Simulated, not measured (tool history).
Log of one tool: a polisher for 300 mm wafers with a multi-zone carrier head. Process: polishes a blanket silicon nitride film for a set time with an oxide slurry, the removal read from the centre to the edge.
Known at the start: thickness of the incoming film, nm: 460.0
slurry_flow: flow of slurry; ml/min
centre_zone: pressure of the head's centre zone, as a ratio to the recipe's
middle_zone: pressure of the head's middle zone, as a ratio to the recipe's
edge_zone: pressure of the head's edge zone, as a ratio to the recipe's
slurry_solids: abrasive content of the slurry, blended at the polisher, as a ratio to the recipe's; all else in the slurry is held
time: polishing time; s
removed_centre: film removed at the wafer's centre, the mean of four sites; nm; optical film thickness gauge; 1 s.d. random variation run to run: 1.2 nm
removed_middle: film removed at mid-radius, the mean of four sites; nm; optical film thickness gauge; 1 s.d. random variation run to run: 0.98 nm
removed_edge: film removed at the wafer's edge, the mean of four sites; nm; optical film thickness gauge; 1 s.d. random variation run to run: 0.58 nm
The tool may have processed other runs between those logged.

| run | hour | slurry_flow | centre_zone | middle_zone | edge_zone | slurry_solids | time | removed_centre | removed_middle | removed_edge |
|---|---|---|---|---|---|---|---|---|---|---|
| 1 | 0.0 | 180 | 1.00 | 1.00 | 1.00 | 1.0 | 71 | 48.936 | 47.504 | 49.100 |
| 2 | 5.3 | 195 | 1.05 | 1.02 | 0.99 | 1.1 | 71 | 54.240 | 52.784 | 51.075 |
| 3 | 7.1 | 195 | 1.05 | 0.93 | 0.99 | 1.1 | 71 | 53.657 | 49.742 | 51.842 |
| 4 | 13.7 | 195 | 1.05 | 0.93 | 0.99 | 1.1 | 83 | 62.594 | 56.564 | 60.477 |
| 5 | 22.2 | 195 | 1.00 | 0.93 | 0.99 | 1.1 | 83 | 60.611 | 57.549 | 59.339 |
|  | 26.0 | slurry nozzle cleaned |
| 6 | 26.0 | 195 | 1.00 | 0.93 | 0.99 | 1.3 | 83 | 69.775 | 66.849 | 68.414 |
| 7 | 28.4 | 200 | 1.05 | 0.93 | 0.95 | 1.3 | 83 | 74.694 | 67.363 | 65.921 |
| 8 | 29.9 | 200 | 1.07 | 0.93 | 0.93 | 1.3 | 83 | 74.995 | 66.260 | 67.097 |
| 9 | 30.6 | 210 | 1.10 | 0.95 | 0.90 | 1.3 | 83 | 79.439 | 67.664 | 65.677 |

Expected results for the next run?
| 10 | 32.9 | 210 | 1.11 | 0.95 | 0.88 | 1.3 | 83 | ? | ? | ? |

removed_centre: 78.733 nm
removed_middle: 67.068 nm
removed_edge: 65.446 nm
